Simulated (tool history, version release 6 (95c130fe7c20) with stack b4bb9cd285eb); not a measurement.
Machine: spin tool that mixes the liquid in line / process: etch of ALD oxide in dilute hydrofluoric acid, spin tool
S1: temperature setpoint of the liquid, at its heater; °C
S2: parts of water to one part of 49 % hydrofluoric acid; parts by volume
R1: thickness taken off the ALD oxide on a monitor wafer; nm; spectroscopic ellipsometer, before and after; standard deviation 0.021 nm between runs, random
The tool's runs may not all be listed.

Run 1, hour 0.0: S1 22.0 °C, S2 270 parts by volume, time under the liquid (s) 85. Result: R1 3.1773 nm.
Run 2, hour 4.1: S1 19.0 °C, S2 270 parts by volume, time under the liquid (s) 85. Result: R1 2.8450 nm.
Run 3, hour 10.1: S1 22.0 °C, S2 270 parts by volume, time under the liquid (s) 85. Result: R1 3.1450 nm.
Run 4, hour 14.4: S1 22.0 °C, S2 330 parts by volume, time under the liquid (s) 85. Result: R1 2.4550 nm.
Run 5, hour 21.7: S1 24.5 °C, S2 330 parts by volume, time under the liquid (s) 85. Result: R1 2.6698 nm.
Run 6, hour 29.6: S1 26.0 °C, S2 300 parts by volume, time under the liquid (s) 85. Result: R1 3.1856 nm.
Run 7, hour 35.0: S1 27.0 °C, S2 275 parts by volume, time under the liquid (s) 85. Result: R1 3.6634 nm.

Run 8 comes next. What will it give?
Run 8, hour 36.3: S1 30.0 °C, S2 210 parts by volume, time under the liquid (s) 85. Result: R1 ?.

Run 8 measured R1 5.7969 nm.

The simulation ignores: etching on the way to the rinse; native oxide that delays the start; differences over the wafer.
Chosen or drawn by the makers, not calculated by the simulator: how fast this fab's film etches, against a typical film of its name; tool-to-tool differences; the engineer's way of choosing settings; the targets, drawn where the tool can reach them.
